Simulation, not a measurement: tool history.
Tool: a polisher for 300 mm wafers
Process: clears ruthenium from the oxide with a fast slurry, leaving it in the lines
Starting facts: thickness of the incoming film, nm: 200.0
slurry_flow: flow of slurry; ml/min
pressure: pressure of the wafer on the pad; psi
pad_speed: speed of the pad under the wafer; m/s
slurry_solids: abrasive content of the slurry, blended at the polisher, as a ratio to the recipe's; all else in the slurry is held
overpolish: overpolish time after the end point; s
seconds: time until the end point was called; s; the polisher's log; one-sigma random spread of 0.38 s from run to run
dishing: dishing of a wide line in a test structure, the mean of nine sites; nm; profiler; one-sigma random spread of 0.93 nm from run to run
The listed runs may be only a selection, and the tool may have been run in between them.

run 1 hour=0 | slurry_flow=250 pressure=2.3 pad_speed=0.84 slurry_solids=1 overpolish=25 | seconds=61.035 dishing=62.938
run 2 hour=0.5 | slurry_flow=250 pressure=2.5 pad_speed=0.84 slurry_solids=1 overpolish=23 | seconds=55.92 dishing=62.947
run 3 hour=3.4 | slurry_flow=215 pressure=2.5 pad_speed=0.84 slurry_solids=1 overpolish=23 | seconds=57.552 dishing=60.4
run 4 hour=10.2 | slurry_flow=170 pressure=2.5 pad_speed=0.84 slurry_solids=1 overpolish=23 | seconds=59.307 dishing=58.97
run 5 hour=15.2 | slurry_flow=185 pressure=2.7 pad_speed=0.84 slurry_solids=1 overpolish=21 | seconds=55.014 dishing=59.315
run 6 hour=20.3 | slurry_flow=200 pressure=2.8 pad_speed=0.84 slurry_solids=1 overpolish=19 | seconds=51.959 dishing=55.74
run 7 hour=28.3 | slurry_flow=210 pressure=2.9 pad_speed=0.84 slurry_solids=1 overpolish=18 | seconds=49.57 dishing=54.287

Predict the results of run 8:
run 8 hour=34.2 | slurry_flow=220 pressure=3 pad_speed=0.84 slurry_solids=1 overpolish=18 | seconds=? dishing=?

Run 8 came out at seconds 47.239 s, dishing 57.854 nm.

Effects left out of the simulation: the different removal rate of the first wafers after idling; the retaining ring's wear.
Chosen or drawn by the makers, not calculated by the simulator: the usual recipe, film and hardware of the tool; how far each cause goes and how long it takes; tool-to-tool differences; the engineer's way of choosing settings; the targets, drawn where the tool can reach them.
